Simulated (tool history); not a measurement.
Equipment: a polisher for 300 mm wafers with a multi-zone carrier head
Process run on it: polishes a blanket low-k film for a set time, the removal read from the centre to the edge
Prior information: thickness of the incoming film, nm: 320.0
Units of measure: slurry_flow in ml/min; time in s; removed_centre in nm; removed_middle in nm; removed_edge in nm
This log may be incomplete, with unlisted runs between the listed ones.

run,hour,slurry_flow,centre_zone,middle_zone,edge_zone,slurry_solids,time,removed_centre,removed_middle,removed_edge
1,0.0,180,1.00,1.00,1.00,1.00,58,22.909,23.889,23.938
2,1.6,180,1.00,1.00,1.00,1.00,63,24.905,26.013,25.829
3,10.3,180,1.00,1.00,1.00,1.20,63,27.785,27.614,28.477
4,13.4,190,0.97,1.05,1.02,1.20,63,26.857,29.129,27.374
5,19.9,190,0.97,1.05,1.02,1.40,63,28.657,31.236,29.896
6,24.0,190,0.97,1.10,1.02,1.40,63,28.225,31.726,30.114

Predict the results of run 7:
7,28.5,190,0.95,1.12,1.03,1.45,63,?,?,?

Run 7 measured removed_centre 28.496 nm, removed_middle 33.690 nm, removed_edge 29.892 nm.
